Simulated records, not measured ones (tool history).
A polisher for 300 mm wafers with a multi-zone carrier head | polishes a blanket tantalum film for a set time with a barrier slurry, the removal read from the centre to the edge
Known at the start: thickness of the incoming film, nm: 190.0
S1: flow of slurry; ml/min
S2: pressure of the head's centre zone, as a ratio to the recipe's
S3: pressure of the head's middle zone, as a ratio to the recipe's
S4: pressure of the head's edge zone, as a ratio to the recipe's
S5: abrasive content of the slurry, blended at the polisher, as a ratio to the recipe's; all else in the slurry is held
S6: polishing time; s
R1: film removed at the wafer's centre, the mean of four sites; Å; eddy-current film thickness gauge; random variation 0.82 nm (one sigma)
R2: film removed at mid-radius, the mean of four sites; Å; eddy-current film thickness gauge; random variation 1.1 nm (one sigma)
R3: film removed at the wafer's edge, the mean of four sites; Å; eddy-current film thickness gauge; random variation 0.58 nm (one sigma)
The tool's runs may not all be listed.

{"run": 1, "hour": 0.0, "S1": 255, "S2": 1.0, "S3": 1.0, "S4": 1.0, "S5": 1.0, "S6": 51, "R1": 657.96, "R2": 670.71, "R3": 625.04}
{"run": 2, "hour": 7.6, "S1": 255, "S2": 0.95, "S3": 1.0, "S4": 1.0, "S5": 1.0, "S6": 51, "R1": 613.65, "R2": 653.39, "R3": 620.55}
{"run": 3, "hour": 10.5, "S1": 255, "S2": 0.95, "S3": 1.0, "S4": 1.0, "S5": 0.9, "S6": 51, "R1": 608.62, "R2": 624.01, "R3": 600.51}
{"run": 4, "hour": 15.9, "S1": 255, "S2": 0.89, "S3": 1.0, "S4": 1.0, "S5": 0.9, "S6": 51, "R1": 561.57, "R2": 624.44, "R3": 606.42}
{"run": 5, "hour": 20.8, "S1": 265, "S2": 0.95, "S3": 1.02, "S4": 1.03, "S5": 1.05, "S6": 51, "R1": 639.26, "R2": 661.55, "R3": 640.62}
{"run": 6, "hour": 29.4, "S1": 260, "S2": 0.97, "S3": 1.04, "S4": 1.03, "S5": 1.2, "S6": 52, "R1": 688.25, "R2": 717.83, "R3": 676.5}
{"run": 7, "hour": 33.1, "S1": 265, "S2": 0.99, "S3": 1.07, "S4": 1.04, "S5": 1.3, "S6": 52, "R1": 715.48, "R2": 763.66, "R3": 705.41}
{"run": 8, "hour": 36.8, "S1": 265, "S2": 0.99, "S3": 1.07, "S4": 1.04, "S5": 1.3, "S6": 52, "R1": 719.23, "R2": 757.17, "R3": 693.73}

The next listed run, before its measurement:
{"run": 9, "hour": 39.1, "S1": 275, "S2": 1.01, "S3": 1.09, "S4": 1.06, "S5": 1.35, "S6": 52, "R1": "?", "R2": "?", "R3": "?"}

R1: 747.28 Å
R2: 764.78 Å
R3: 717.68 Å

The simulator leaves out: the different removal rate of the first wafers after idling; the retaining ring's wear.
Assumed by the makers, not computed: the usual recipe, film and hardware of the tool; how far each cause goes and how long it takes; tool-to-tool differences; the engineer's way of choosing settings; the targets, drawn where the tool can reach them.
